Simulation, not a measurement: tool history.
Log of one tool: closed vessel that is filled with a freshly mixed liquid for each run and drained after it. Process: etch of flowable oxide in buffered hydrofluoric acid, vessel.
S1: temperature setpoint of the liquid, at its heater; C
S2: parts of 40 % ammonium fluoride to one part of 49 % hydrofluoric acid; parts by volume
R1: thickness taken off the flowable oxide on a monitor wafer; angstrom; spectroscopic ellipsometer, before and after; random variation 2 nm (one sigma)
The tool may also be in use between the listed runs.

run 1 hour=0 | S1=25 S2=11 time_in_the_liquid_(s)=105 | R1=2477.6
run 2 hour=2.9 | S1=25 S2=11 time_in_the_liquid_(s)=105 | R1=2488.3
run 3 hour=8.3 | S1=23.5 S2=11 time_in_the_liquid_(s)=105 | R1=2270.6
run 4 hour=15.3 | S1=23.5 S2=11 time_in_the_liquid_(s)=115 | R1=2499
run 5 hour=17.6 | S1=23.5 S2=8 time_in_the_liquid_(s)=115 | R1=3365.4
run 6 hour=23 | S1=21 S2=8 time_in_the_liquid_(s)=115 | R1=2904.6
run 7 hour=28.3 | S1=25 S2=8 time_in_the_liquid_(s)=115 | R1=3579.4
run 8 hour=36 | S1=25.5 S2=8 time_in_the_liquid_(s)=115 | R1=3692.8
run 9 hour=41.2 | S1=26 S2=8 time_in_the_liquid_(s)=115 | R1=3819
run 10 hour=45.1 | S1=26.5 S2=8 time_in_the_liquid_(s)=115 | R1=3917.7

Run 11 comes next. What will it give?
run 11 hour=49.8 | S1=27.5 S2=8 time_in_the_liquid_(s)=115 | R1=?

{"run 11": {"R1": 4144.2}}

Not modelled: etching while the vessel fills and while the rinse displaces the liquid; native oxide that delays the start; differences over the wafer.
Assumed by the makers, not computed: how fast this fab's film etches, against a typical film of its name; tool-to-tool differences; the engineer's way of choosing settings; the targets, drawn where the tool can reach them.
